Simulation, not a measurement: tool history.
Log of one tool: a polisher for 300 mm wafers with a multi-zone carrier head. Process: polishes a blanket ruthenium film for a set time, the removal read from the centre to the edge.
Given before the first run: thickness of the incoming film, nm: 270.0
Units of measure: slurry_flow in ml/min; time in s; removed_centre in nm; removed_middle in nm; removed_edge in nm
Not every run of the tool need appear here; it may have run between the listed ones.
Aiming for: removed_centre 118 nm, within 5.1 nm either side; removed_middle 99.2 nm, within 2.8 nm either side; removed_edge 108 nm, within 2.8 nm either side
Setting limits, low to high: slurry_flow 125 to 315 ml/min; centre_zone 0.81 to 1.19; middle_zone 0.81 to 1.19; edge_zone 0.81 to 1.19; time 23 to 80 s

{"run": 1, "hour": 0.0, "slurry_flow": 205, "centre_zone": 1, "middle_zone": 1, "edge_zone": 1, "time": 51, "removed_centre": 82.083, "removed_middle": 78.71, "removed_edge": 75.884}
{"run": 2, "hour": 5.2, "slurry_flow": 180, "centre_zone": 1, "middle_zone": 1, "edge_zone": 1, "time": 51, "removed_centre": 77.902, "removed_middle": 78.114, "removed_edge": 74.972}
{"run": 3, "hour": 9.2, "slurry_flow": 180, "centre_zone": 0.92, "middle_zone": 1, "edge_zone": 1, "time": 51, "removed_centre": 71.769, "removed_middle": 78.326, "removed_edge": 74.51}
{"run": 4, "hour": 16.4, "slurry_flow": 180, "centre_zone": 0.92, "middle_zone": 1.07, "edge_zone": 1, "time": 51, "removed_centre": 71.613, "removed_middle": 81.991, "removed_edge": 74.706}
{"run": 5, "hour": 18.4, "slurry_flow": 180, "centre_zone": 0.92, "middle_zone": 1.03, "edge_zone": 1, "time": 51, "removed_centre": 70.402, "removed_middle": 79.704, "removed_edge": 75.584}
{"run": 6, "hour": 20.7, "slurry_flow": 195, "centre_zone": 0.95, "middle_zone": 1.01, "edge_zone": 1.04, "time": 54, "removed_centre": 80.705, "removed_middle": 84.259, "removed_edge": 80.865}
{"run": 7, "hour": 27.4, "slurry_flow": 195, "centre_zone": 0.97, "middle_zone": 0.97, "edge_zone": 1.07, "time": 57, "removed_centre": 83.996, "removed_middle": 85.18, "removed_edge": 87.721}
{"run": 8, "hour": 29.8, "slurry_flow": 210, "centre_zone": 1, "middle_zone": 0.97, "edge_zone": 1.09, "time": 59, "removed_centre": 91.145, "removed_middle": 89.371, "removed_edge": 90.595}
{"run": 9, "hour": 32.9, "slurry_flow": 215, "centre_zone": 1.02, "middle_zone": 0.95, "edge_zone": 1.1, "time": 61, "removed_centre": 96.593, "removed_middle": 91.099, "removed_edge": 95.047}
{"run": 10, "hour": 36.9, "slurry_flow": 225, "centre_zone": 1.04, "middle_zone": 0.94, "edge_zone": 1.12, "time": 62, "removed_centre": 103.51, "removed_middle": 92.372, "removed_edge": 97.435}
{"run": 11, "hour": 38.5, "slurry_flow": 235, "centre_zone": 1.05, "middle_zone": 0.94, "edge_zone": 1.13, "time": 63, "removed_centre": 105.15, "removed_middle": 93.234, "removed_edge": 99.977}

Of the 4 settings listed for the next run, only one would bring every result within its allowed miss of target. Which one?
{"run": "A", "hour": 40.1, "slurry_flow": 235, "centre_zone": 1.03, "middle_zone": 1, "edge_zone": 1.17, "time": 66, "removed_centre": "?", "removed_middle": "?", "removed_edge": "?"}
{"run": "B", "hour": 40.1, "slurry_flow": 225, "centre_zone": 1.02, "middle_zone": 0.92, "edge_zone": 1.15, "time": 67, "removed_centre": "?", "removed_middle": "?", "removed_edge": "?"}
{"run": "C", "hour": 40.1, "slurry_flow": 235, "centre_zone": 0.96, "middle_zone": 0.85, "edge_zone": 1.14, "time": 72, "removed_centre": "?", "removed_middle": "?", "removed_edge": "?"}
{"run": "D", "hour": 40.1, "slurry_flow": 235, "centre_zone": 1.1, "middle_zone": 0.92, "edge_zone": 1.13, "time": 68, "removed_centre": "?", "removed_middle": "?", "removed_edge": "?"}

move=A removed_centre=108.3 removed_middle=105 removed_edge=106.92
move=B removed_centre=108.16 removed_middle=98.875 removed_edge=107.33
move=C removed_centre=109.94 removed_middle=100.09 removed_edge=115.42
move=D removed_centre=119.15 removed_middle=100.85 removed_edge=108.44
A: brings the result that was furthest off to its target, and leaves another outside
B: brings the result that was furthest off to its target, and leaves another outside
C: moves the result that the last run missed by most past its target, out the other side
D: meets every target
The right move is D.
